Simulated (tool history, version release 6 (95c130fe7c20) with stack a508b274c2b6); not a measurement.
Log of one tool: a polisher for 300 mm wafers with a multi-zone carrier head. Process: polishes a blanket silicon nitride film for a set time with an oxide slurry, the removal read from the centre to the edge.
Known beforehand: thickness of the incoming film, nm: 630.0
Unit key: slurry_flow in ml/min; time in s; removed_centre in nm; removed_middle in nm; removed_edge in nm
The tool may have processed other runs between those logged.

{"run": 1, "hour": 0.0, "slurry_flow": 190, "centre_zone": 1, "middle_zone": 1, "edge_zone": 1, "slurry_solids": 1, "time": 41, "removed_centre": 29.69, "removed_middle": 29.986, "removed_edge": 28.764}
{"run": 2, "hour": 3.6, "slurry_flow": 180, "centre_zone": 0.96, "middle_zone": 1, "edge_zone": 0.97, "slurry_solids": 0.9, "time": 39, "removed_centre": 25.203, "removed_middle": 26.256, "removed_edge": 25.708}
{"run": 3, "hour": 5.0, "slurry_flow": 180, "centre_zone": 0.96, "middle_zone": 1, "edge_zone": 1, "slurry_solids": 0.9, "time": 39, "removed_centre": 25.163, "removed_middle": 26.27, "removed_edge": 26.191}
{"run": 4, "hour": 7.1, "slurry_flow": 180, "centre_zone": 0.89, "middle_zone": 1, "edge_zone": 1, "slurry_solids": 0.9, "time": 39, "removed_centre": 23.421, "removed_middle": 26.188, "removed_edge": 26.393}
{"run": 5, "hour": 11.1, "slurry_flow": 180, "centre_zone": 0.88, "middle_zone": 1.02, "edge_zone": 0.96, "slurry_solids": 0.8, "time": 37, "removed_centre": 20.418, "removed_middle": 23.421, "removed_edge": 22.092}
{"run": 6, "hour": 15.8, "slurry_flow": 180, "centre_zone": 0.88, "middle_zone": 1.02, "edge_zone": 0.96, "slurry_solids": 0.9, "time": 37, "removed_centre": 22.089, "removed_middle": 25.118, "removed_edge": 24.711}
{"run": 7, "hour": 20.3, "slurry_flow": 175, "centre_zone": 0.87, "middle_zone": 1.02, "edge_zone": 0.95, "slurry_solids": 0.8, "time": 37, "removed_centre": 19.833, "removed_middle": 23.105, "removed_edge": 22.632}
{"run": 8, "hour": 22.7, "slurry_flow": 180, "centre_zone": 0.86, "middle_zone": 1.02, "edge_zone": 0.93, "slurry_solids": 0.75, "time": 37, "removed_centre": 18.805, "removed_middle": 22.389, "removed_edge": 21.436}

For run 9, what comes out?
{"run": 9, "hour": 26.9, "slurry_flow": 180, "centre_zone": 0.86, "middle_zone": 1.02, "edge_zone": 0.93, "slurry_solids": 0.75, "time": 37, "removed_centre": "?", "removed_middle": "?", "removed_edge": "?"}

removed_centre: 18.852 nm
removed_middle: 22.132 nm
removed_edge: 21.223 nm
